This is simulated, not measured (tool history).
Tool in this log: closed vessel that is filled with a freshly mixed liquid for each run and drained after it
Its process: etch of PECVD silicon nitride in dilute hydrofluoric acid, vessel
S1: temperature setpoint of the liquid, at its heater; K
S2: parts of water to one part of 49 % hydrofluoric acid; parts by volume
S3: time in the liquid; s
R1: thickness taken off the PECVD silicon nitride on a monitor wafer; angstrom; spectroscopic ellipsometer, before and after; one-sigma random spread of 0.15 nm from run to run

{"run": 1, "day": 0.0, "S1": 295.15, "S2": 290, "S3": 2635, "R1": 502.18}
{"run": 2, "day": 0.071, "S1": 294.15, "S2": 300, "S3": 2635, "R1": 457.68}
{"run": 3, "day": 0.292, "S1": 294.15, "S2": 300, "S3": 2845, "R1": 490.02}
{"run": 4, "day": 0.421, "S1": 293.15, "S2": 310, "S3": 2845, "R1": 445.05}
{"run": 5, "day": 0.504, "S1": 292.65, "S2": 315, "S3": 2845, "R1": 424.1}
{"run": 6, "day": 0.638, "S1": 292.15, "S2": 320, "S3": 2845, "R1": 408.06}
{"run": 7, "day": 0.792, "S1": 291.65, "S2": 325, "S3": 2845, "R1": 386.33}

Estimate the outcome of run 8 from the log above:
{"run": 8, "day": 0.833, "S1": 291.15, "S2": 330, "S3": 2845, "R1": "?"}

R1: 369.63 angstrom
